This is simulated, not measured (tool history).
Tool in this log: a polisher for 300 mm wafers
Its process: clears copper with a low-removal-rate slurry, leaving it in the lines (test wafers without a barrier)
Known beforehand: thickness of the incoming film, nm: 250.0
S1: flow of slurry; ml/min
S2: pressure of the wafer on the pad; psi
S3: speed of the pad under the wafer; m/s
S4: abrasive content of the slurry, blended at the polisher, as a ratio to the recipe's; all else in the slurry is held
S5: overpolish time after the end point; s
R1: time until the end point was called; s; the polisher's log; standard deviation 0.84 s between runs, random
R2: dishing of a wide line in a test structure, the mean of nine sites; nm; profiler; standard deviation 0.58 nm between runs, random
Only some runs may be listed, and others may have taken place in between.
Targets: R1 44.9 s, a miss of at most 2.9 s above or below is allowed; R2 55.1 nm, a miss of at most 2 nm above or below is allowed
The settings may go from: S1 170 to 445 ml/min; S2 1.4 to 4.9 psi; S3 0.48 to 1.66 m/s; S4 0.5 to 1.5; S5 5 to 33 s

{"run": 1, "hour": 0.0, "S1": 285, "S2": 3.1, "S3": 1.06, "S4": 1, "S5": 17, "R1": 59.836, "R2": 48.544}
{"run": 2, "hour": 4.4, "S1": 285, "S2": 3.2, "S3": 1.06, "S4": 1, "S5": 17, "R1": 57.569, "R2": 48.297}
{"run": 3, "hour": 11.5, "S1": 285, "S2": 3.3, "S3": 1.06, "S4": 1, "S5": 17, "R1": 55.334, "R2": 50.326}
{"run": 4, "hour": 19.4, "S1": 285, "S2": 3.4, "S3": 1.06, "S4": 1, "S5": 17, "R1": 53.025, "R2": 52.105}
{"run": 5, "hour": 20.4, "S1": 285, "S2": 3.4, "S3": 1.06, "S4": 1, "S5": 14, "R1": 54.906, "R2": 43.824}
{"run": 6, "hour": 27.0, "S1": 285, "S2": 3.5, "S3": 1.06, "S4": 1, "S5": 14, "R1": 50.418, "R2": 44.471}
{"run": 7, "hour": 27.5, "S1": 285, "S2": 3.6, "S3": 1.08, "S4": 1, "S5": 15, "R1": 49.79, "R2": 50.072}
{"run": 8, "hour": 32.9, "S1": 285, "S2": 3.8, "S3": 1.08, "S4": 1, "S5": 15, "R1": 49.308, "R2": 51.472}
{"run": 9, "hour": 35.3, "S1": 285, "S2": 3.9, "S3": 1.08, "S4": 1, "S5": 15, "R1": 48.608, "R2": 51.245}

Exactly one of the 4 candidate moves below puts every result within its allowed miss. Which one?
{"run": "A", "hour": 37.7, "S1": 330, "S2": 4, "S3": 1.18, "S4": 0.85, "S5": 15, "R1": "?", "R2": "?"}
{"run": "B", "hour": 37.7, "S1": 285, "S2": 3.9, "S3": 0.98, "S4": 1.2, "S5": 13, "R1": "?", "R2": "?"}
{"run": "C", "hour": 37.7, "S1": 405, "S2": 3.8, "S3": 0.98, "S4": 1.3, "S5": 13, "R1": "?", "R2": "?"}
{"run": "D", "hour": 37.7, "S1": 285, "S2": 4.4, "S3": 1.18, "S4": 0.9, "S5": 12, "R1": "?", "R2": "?"}

move=A R1=44.428 R2=55.581
move=B R1=48.049 R2=46.231
move=C R1=47.03 R2=47.02
move=D R1=40.614 R2=50.033
A: meets every target
B: moves away from the targets compared with the last run
C: moves away from the targets compared with the last run
D: moves away from the targets compared with the last run
Answer: A
